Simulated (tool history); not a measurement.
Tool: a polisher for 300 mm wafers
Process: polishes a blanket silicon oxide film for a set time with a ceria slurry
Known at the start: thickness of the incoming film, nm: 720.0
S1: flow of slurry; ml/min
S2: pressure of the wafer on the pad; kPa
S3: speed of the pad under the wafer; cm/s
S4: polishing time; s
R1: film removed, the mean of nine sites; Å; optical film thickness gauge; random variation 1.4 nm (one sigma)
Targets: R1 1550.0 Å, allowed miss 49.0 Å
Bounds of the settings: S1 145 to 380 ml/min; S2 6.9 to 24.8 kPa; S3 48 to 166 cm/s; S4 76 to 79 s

run 1 day=0.000 | S1=245 S2=15.9 S3=106 S4=76 | R1=2978.7
run 2 day=0.246 | S1=290 S2=15.9 S3=106 S4=76 | R1=3045.6
run 3 day=0.483 | S1=320 S2=15.9 S3=106 S4=76 | R1=3081.9
run 4 day=0.579 | S1=320 S2=13.8 S3=104 S4=76 | R1=2572.3
run 5 day=0.888 | S1=320 S2=12.4 S3=104 S4=76 | R1=2364.2
run 6 day=1.092 | S1=320 S2=12.4 S3=104 S4=76 | R1=2318.7
run 7 day=1.412 | S1=320 S2=11.7 S3=104 S4=76 | R1=2222.2
run 8 day=1.675 | S1=320 S2=11.0 S3=104 S4=76 | R1=2100.0
run 9 day=1.729 | S1=320 S2=10.3 S3=104 S4=76 | R1=1987.6
run 10 day=1.862 | S1=320 S2=9.7 S3=104 S4=76 | R1=1820.7
run 11 day=2.012 | S1=305 S2=9.7 S3=104 S4=76 | R1=1833.6
run 12 day=2.329 | S1=295 S2=9.7 S3=104 S4=76 | R1=1872.5
run 13 day=2.596 | S1=295 S2=9.0 S3=104 S4=76 | R1=1731.6
run 14 day=2.917 | S1=295 S2=9.0 S3=104 S4=76 | R1=1699.1
run 15 day=3.025 | S1=285 S2=9.0 S3=104 S4=76 | R1=1673.3
run 16 day=3.279 | S1=275 S2=9.0 S3=104 S4=76 | R1=1702.1
run 17 day=3.588 | S1=270 S2=9.0 S3=104 S4=76 | R1=1712.3
run 18 day=3.883 | S1=265 S2=9.0 S3=104 S4=76 | R1=1695.4
run 19 day=4.138 | S1=245 S2=7.6 S3=104 S4=76 | R1=1451.9
run 20 day=4.417 | S1=250 S2=7.6 S3=104 S4=76 | R1=1422.6
run 21 day=4.621 | S1=260 S2=7.6 S3=104 S4=76 | R1=1448.4
run 22 day=4.917 | S1=265 S2=7.6 S3=104 S4=76 | R1=1449.2

4 next moves are on the table. One of them brings every result within its allowed miss. Which?
run A day=5.212 | S1=330 S2=6.9 S3=112 S4=76 | R1=?
run B day=5.212 | S1=185 S2=6.9 S3=122 S4=79 | R1=?
run C day=5.212 | S1=325 S2=9.0 S3=84 S4=76 | R1=?
run D day=5.212 | S1=320 S2=11.7 S3=62 S4=79 | R1=?

move=A R1=1424.1
move=B R1=1530.1
move=C R1=1378.7
move=D R1=1383.0
A: further off than the last run
B: meets every target
C: further off than the last run
D: further off than the last run
The right move is B.
